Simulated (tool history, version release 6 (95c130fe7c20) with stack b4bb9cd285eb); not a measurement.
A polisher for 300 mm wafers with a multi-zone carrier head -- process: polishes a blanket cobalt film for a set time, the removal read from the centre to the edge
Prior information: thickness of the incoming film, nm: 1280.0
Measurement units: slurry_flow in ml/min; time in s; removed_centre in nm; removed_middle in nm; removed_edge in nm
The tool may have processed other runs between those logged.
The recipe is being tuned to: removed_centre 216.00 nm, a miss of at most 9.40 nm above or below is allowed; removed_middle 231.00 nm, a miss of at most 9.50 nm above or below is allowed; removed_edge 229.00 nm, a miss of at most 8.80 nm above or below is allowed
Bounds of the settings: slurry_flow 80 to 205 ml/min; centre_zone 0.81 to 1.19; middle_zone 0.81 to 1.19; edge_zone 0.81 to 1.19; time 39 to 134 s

run    day  slurry_flow  centre_zone  middle_zone  edge_zone  time  removed_centre  removed_middle  removed_edge
  1  0.000          135         1.00         1.00       1.00    86          384.99          384.96        388.79
  2  0.067          130         0.98         0.99       0.98    79          334.57          346.43        351.45
  3  0.158          130         0.98         0.99       0.95    79          336.84          346.63        349.47
  4  0.462          130         0.98         0.99       0.94    73          307.38          312.42        311.32
     0.829  -- edge zone pressure recalibrated
  5  0.829          130         0.92         0.99       0.94    73          286.52          318.66        307.80
  6  1.158          130         0.91         0.97       0.92    70          276.12          298.31        287.19
  7  1.462          125         0.89         0.95       0.91    69          269.04          279.76        280.83
  8  1.604          120         0.88         0.95       0.90    67          251.81          276.87        269.11
  9  1.946          100         0.89         0.85       0.83    57          207.03          208.65        216.48
 10  2.321          105         0.89         0.86       0.84    57          209.18          208.87        223.62

Which single option among these 4 for the next run brings every result within its allowed miss of target? Just one does.
  A  2.696          125         0.87         0.92       0.86    56               ?               ?             ?
  B  2.696           85         0.81         0.82       1.00    63               ?               ?             ?
  C  2.696          105         0.95         1.00       0.84    55               ?               ?             ?
  D  2.696           95         0.90         0.81       0.85    60               ?               ?             ?

move  removed_centre  removed_middle  removed_edge
   A          217.35          224.57        229.04
   B          198.73          203.17        252.33
   C          218.62          225.21        215.35
   D          218.34          199.65        231.43
A: every result within its allowed miss
B: misses by more than the last run did
C: corrects the largest miss of the last run, while another result sits out of spec
D: misses by more than the last run did
The right move is A.
